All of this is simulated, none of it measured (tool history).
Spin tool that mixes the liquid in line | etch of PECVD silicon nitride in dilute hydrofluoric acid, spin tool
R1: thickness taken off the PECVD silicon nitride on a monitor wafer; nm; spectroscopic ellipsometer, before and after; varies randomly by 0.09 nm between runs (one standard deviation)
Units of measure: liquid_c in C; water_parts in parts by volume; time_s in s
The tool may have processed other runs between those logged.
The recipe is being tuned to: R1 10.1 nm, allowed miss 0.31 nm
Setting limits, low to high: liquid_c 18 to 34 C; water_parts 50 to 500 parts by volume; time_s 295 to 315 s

{"run": 1, "hour": 0.0, "liquid_c": 26, "water_parts": 275, "time_s": 295, "R1": 5.139}
{"run": 2, "hour": 2.8, "liquid_c": 28, "water_parts": 260, "time_s": 295, "R1": 6.1483}
{"run": 3, "hour": 3.5, "liquid_c": 28, "water_parts": 195, "time_s": 295, "R1": 8.098}
{"run": 4, "hour": 7.2, "liquid_c": 28, "water_parts": 140, "time_s": 295, "R1": 11.604}
{"run": 5, "hour": 7.9, "liquid_c": 30, "water_parts": 140, "time_s": 295, "R1": 13.005}
{"run": 6, "hour": 12.0, "liquid_c": 30, "water_parts": 70, "time_s": 295, "R1": 26.323}
{"run": 7, "hour": 19.1, "liquid_c": 27, "water_parts": 75, "time_s": 295, "R1": 19.909}
{"run": 8, "hour": 23.2, "liquid_c": 25, "water_parts": 85, "time_s": 295, "R1": 15.644}

Of the 5 settings listed for the next run, only one would bring every result within its allowed miss of target. Which one?
{"run": "A", "hour": 27.3, "liquid_c": 26, "water_parts": 50, "time_s": 315, "R1": "?"}
{"run": "B", "hour": 27.3, "liquid_c": 26.5, "water_parts": 130, "time_s": 295, "R1": "?"}
{"run": "C", "hour": 27.3, "liquid_c": 23, "water_parts": 150, "time_s": 295, "R1": "?"}
{"run": "D", "hour": 27.3, "liquid_c": 26, "water_parts": 150, "time_s": 315, "R1": "?"}
{"run": "E", "hour": 27.3, "liquid_c": 23, "water_parts": 105, "time_s": 300, "R1": "?"}

move=A R1=29.766
move=B R1=11.177
move=C R1=7.7415
move=D R1=10.023
move=E R1=11.187
A: its largest miss is bigger than the last run's
B: nearer the targets than the last run, but a result is still out of spec
C: takes the biggest miss from the last run beyond its target
D: every result within its allowed miss
E: nearer the targets than the last run, but a result is still out of spec
Answer: D
